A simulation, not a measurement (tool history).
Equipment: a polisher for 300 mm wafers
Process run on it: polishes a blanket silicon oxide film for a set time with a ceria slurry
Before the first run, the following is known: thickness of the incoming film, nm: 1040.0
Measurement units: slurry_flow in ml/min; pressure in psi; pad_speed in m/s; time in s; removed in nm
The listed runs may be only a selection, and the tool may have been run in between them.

run  hour  slurry_flow  pressure  pad_speed  time  removed
  1     0          310       3.7       1.26    31   200.82
  2   1.2          310       3.7       1.26    31   197.93
  3     9          310       3.6       1.26    31    187.7
  4  13.5          310       3.5       1.26    31   188.01
  5  21.5          310       3.4       1.26    31   183.14
  6  25.7          365       3.4       1.26    31   183.23
  7  31.1          365       3.3       1.26    31   179.19

Run 8 comes next. What will it give?
  8  36.3          365       3.3       1.26    31        ?

{"run 8": {"removed": 183.85}}
